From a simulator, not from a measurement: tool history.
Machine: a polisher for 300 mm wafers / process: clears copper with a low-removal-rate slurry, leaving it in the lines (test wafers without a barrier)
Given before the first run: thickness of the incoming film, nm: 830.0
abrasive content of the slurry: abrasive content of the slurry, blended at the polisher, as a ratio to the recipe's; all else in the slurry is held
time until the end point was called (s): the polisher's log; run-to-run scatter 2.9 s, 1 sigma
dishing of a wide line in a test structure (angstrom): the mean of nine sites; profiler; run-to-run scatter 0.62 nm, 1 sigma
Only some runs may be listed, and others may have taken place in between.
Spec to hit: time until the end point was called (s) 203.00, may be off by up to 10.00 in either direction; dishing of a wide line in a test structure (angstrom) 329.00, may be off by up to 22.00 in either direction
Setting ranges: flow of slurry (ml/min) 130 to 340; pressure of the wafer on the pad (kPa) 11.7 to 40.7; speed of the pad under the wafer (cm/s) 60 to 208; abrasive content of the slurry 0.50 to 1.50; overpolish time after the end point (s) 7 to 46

| run | hour | flow of slurry (ml/min) | pressure of the wafer on the pad (kPa) | speed of the pad under the wafer (cm/s) | abrasive content of the slurry | overpolish time after the end point (s) | time until the end point was called (s) | dishing of a wide line in a test structure (angstrom) |
|---|---|---|---|---|---|---|---|---|
| 1 | 0.0 | 220 | 26.2 | 134 | 1.00 | 24 | 185.97 | 540.16 |
| 2 | 2.9 | 220 | 25.5 | 134 | 1.00 | 22 | 192.31 | 478.50 |
| 3 | 9.7 | 220 | 25.5 | 134 | 0.85 | 22 | 199.10 | 477.62 |
| 4 | 13.2 | 220 | 25.5 | 134 | 0.85 | 20 | 198.87 | 454.19 |
| 5 | 14.4 | 220 | 25.5 | 134 | 0.85 | 18 | 193.87 | 393.43 |
| 6 | 18.0 | 220 | 24.8 | 134 | 0.85 | 16 | 199.26 | 362.72 |
| 7 | 25.6 | 220 | 24.1 | 134 | 0.85 | 12 | 205.85 | 283.41 |
|  | 28.1 | slurry blender recalibrated |
| 8 | 28.1 | 215 | 24.8 | 134 | 0.85 | 14 | 179.60 | 360.23 |
| 9 | 29.1 | 220 | 24.8 | 134 | 0.85 | 14 | 185.33 | 358.22 |
| 10 | 37.1 | 220 | 23.4 | 134 | 0.85 | 14 | 193.84 | 338.79 |

Exercise: of the 4 proposed moves below, exactly one satisfies all targets within the stated allowed misses. Which move is it?
| A | 45.1 | 210 | 25.5 | 118 | 0.95 | 11 | ? | ? |
| B | 45.1 | 215 | 23.4 | 142 | 0.90 | 12 | ? | ? |
| C | 45.1 | 210 | 23.4 | 122 | 0.85 | 12 | ? | ? |
| D | 45.1 | 230 | 26.9 | 118 | 0.70 | 14 | ? | ? |

| move | time until the end point was called (s) | dishing of a wide line in a test structure (angstrom) |
|---|---|---|
| A | 200.03 | 269.62 |
| B | 181.25 | 313.12 |
| C | 212.48 | 274.77 |
| D | 203.54 | 325.06 |
A: brings the last run's worst result on target, with another outside its allowed miss
B: moves away from the targets compared with the last run
C: brings the last run's worst result on target, with another outside its allowed miss
D: all results in spec
So the answer is move D, the one that meets all the targets.
